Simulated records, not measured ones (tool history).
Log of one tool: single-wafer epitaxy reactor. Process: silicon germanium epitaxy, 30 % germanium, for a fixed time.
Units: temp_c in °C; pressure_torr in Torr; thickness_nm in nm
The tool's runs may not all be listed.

run	hour	temp_c	pressure_torr	thickness_nm
1	0	575	21.6	37.866
2	6.8	573	21.6	36.637
3	9.1	583	21.6	43.324
4	17.2	583	19.3	41.8
5	25.8	592	19.3	48.512
6	30.2	592	22.1	50.596
7	38	587	21.9	46.52
8	43.5	575	21.2	37.552
9	47.4	573	21.1	36.166
10	52.7	571	21.1	35.164

The next listed run, before its measurement:
11	56.6	570	21.1	?

Run 11 came out at thickness_nm 34.508 nm.

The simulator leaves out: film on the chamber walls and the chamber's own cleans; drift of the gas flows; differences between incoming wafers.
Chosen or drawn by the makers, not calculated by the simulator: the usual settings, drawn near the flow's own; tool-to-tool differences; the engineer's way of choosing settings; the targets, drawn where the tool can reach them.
